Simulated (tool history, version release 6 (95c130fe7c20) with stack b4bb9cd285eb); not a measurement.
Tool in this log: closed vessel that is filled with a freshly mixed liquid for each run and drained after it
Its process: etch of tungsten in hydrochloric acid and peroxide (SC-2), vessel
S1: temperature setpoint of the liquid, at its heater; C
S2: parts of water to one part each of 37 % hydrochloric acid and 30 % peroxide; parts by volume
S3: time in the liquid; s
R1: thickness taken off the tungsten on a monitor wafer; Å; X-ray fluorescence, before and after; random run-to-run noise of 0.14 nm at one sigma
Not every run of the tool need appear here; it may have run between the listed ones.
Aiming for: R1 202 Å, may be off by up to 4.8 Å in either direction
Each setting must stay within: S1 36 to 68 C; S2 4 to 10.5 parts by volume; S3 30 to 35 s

{"run": 1, "hour": 0.0, "S1": 52, "S2": 5.5, "S3": 35, "R1": 105.73}
{"run": 2, "hour": 3.3, "S1": 52, "S2": 6, "S3": 35, "R1": 99.692}
{"run": 3, "hour": 4.9, "S1": 53.5, "S2": 6, "S3": 35, "R1": 110.02}
{"run": 4, "hour": 8.8, "S1": 50, "S2": 6, "S3": 35, "R1": 86.699}
{"run": 5, "hour": 10.8, "S1": 52, "S2": 6, "S3": 35, "R1": 99.042}
{"run": 6, "hour": 15.5, "S1": 53.5, "S2": 6, "S3": 35, "R1": 109.96}
{"run": 7, "hour": 16.7, "S1": 55, "S2": 6, "S3": 35, "R1": 121.41}
{"run": 8, "hour": 21.1, "S1": 56, "S2": 6, "S3": 35, "R1": 129.04}
{"run": 9, "hour": 27.0, "S1": 57, "S2": 6, "S3": 35, "R1": 135.54}
{"run": 10, "hour": 31.8, "S1": 58, "S2": 6, "S3": 35, "R1": 147.89}
{"run": 11, "hour": 36.8, "S1": 58.5, "S2": 6, "S3": 35, "R1": 151.62}
{"run": 12, "hour": 42.1, "S1": 59, "S2": 6, "S3": 35, "R1": 154.85}

Which one of the following 4 next-run settings gets every result inside its allowed miss? There is exactly one.
{"run": "A", "hour": 47.4, "S1": 67, "S2": 7.5, "S3": 35, "R1": "?"}
{"run": "B", "hour": 47.4, "S1": 64, "S2": 6.5, "S3": 35, "R1": "?"}
{"run": "C", "hour": 47.4, "S1": 64, "S2": 6, "S3": 35, "R1": "?"}
{"run": "D", "hour": 47.4, "S1": 57, "S2": 4, "S3": 35, "R1": "?"}

move=A R1=217.1
move=B R1=202.24
move=C R1=214.88
move=D R1=184.91
A: moves the result that the last run missed by most past its target, out the other side
B: each result inside its tolerance
C: moves the result that the last run missed by most past its target, out the other side
D: closer than the last run, but not yet in spec
The right move is B.
